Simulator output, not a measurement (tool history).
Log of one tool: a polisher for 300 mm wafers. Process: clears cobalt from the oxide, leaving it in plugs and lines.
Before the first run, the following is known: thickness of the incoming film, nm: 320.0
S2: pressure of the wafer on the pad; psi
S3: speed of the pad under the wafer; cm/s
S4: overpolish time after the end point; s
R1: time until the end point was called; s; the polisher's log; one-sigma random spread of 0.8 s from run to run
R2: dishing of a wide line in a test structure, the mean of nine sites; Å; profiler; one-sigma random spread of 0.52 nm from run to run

{"run": 1, "hour": 0.0, "flow of slurry (ml/min)": 150, "S2": 2.1, "S3": 124, "S4": 10, "R1": 61.384, "R2": 328.98}
{"run": 2, "hour": 8.1, "flow of slurry (ml/min)": 150, "S2": 2.1, "S3": 124, "S4": 7, "R1": 62.635, "R2": 258.81}
{"run": 3, "hour": 15.2, "flow of slurry (ml/min)": 150, "S2": 2.1, "S3": 124, "S4": 3, "R1": 60.861, "R2": 133.81}
{"run": 4, "hour": 18.3, "flow of slurry (ml/min)": 150, "S2": 2.1, "S3": 148, "S4": 3, "R1": 51.069, "R2": 160}
{"run": 5, "hour": 20.7, "flow of slurry (ml/min)": 150, "S2": 2.1, "S3": 148, "S4": 3, "R1": 52.185, "R2": 155.55}
{"run": 6, "hour": 21.8, "flow of slurry (ml/min)": 150, "S2": 2.1, "S3": 132, "S4": 3, "R1": 58.091, "R2": 141.74}

What will run 7 give?
{"hour": 26.2, "done": "worn pad replaced by a new one"}
{"run": 7, "hour": 26.2, "flow of slurry (ml/min)": 150, "S2": 2.2, "S3": 136, "S4": 4, "R1": "?", "R2": "?"}

{"run 7": {"R1": 46.98, "R2": 204.95}}
